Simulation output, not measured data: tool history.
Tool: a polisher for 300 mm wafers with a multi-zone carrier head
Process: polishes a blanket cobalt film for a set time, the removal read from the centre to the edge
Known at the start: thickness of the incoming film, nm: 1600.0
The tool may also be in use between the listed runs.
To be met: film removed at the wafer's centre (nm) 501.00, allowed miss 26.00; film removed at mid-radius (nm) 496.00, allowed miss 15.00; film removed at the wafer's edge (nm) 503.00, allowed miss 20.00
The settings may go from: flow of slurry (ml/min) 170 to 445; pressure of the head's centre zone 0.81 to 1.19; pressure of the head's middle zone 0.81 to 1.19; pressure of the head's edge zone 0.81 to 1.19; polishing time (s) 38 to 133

run	hour	flow of slurry (ml/min)	pressure of the head's centre zone	pressure of the head's middle zone	pressure of the head's edge zone	polishing time (s)	film removed at the wafer's centre (nm)	film removed at mid-radius (nm)	film removed at the wafer's edge (nm)
1	0.0	285	1.00	1.00	1.00	85	403.73	398.49	423.58
2	2.8	285	1.00	1.03	1.00	85	412.63	407.79	421.75
3	7.7	285	1.00	0.95	1.00	85	400.02	381.64	418.17
4	10.7	285	1.00	0.95	1.00	64	306.44	285.00	322.81
5	13.3	290	1.02	0.99	1.03	71	344.58	322.89	358.13
6	18.2	295	1.03	1.03	1.05	77	381.77	372.51	398.00
# hour 20.3: edge zone pressure recalibrated
7	20.3	320	1.13	1.13	1.15	88	470.40	460.59	451.90
8	27.2	320	1.12	1.13	1.16	90	495.64	472.38	477.72
9	31.5	325	1.11	1.14	1.17	90	485.44	471.75	472.69

5 next moves are on the table. One of them brings every result within its allowed miss. Which?
A	35.8	330	1.13	1.08	1.19	93	?	?	?
B	35.8	325	1.09	1.10	1.18	97	?	?	?
C	35.8	305	1.02	0.97	1.19	95	?	?	?
D	35.8	250	1.05	1.00	1.19	97	?	?	?
E	35.8	345	0.99	1.17	1.19	95	?	?	?

move	film removed at the wafer's centre (nm)	film removed at mid-radius (nm)	film removed at the wafer's edge (nm)
A	499.44	470.00	484.56
B	501.72	497.45	502.70
C	456.43	435.67	493.19
D	469.96	447.78	496.22
E	448.60	516.51	495.75
A: further off than the last run
B: meets every target
C: further off than the last run
D: further off than the last run
E: takes the result that was furthest off past its target
Answer: B
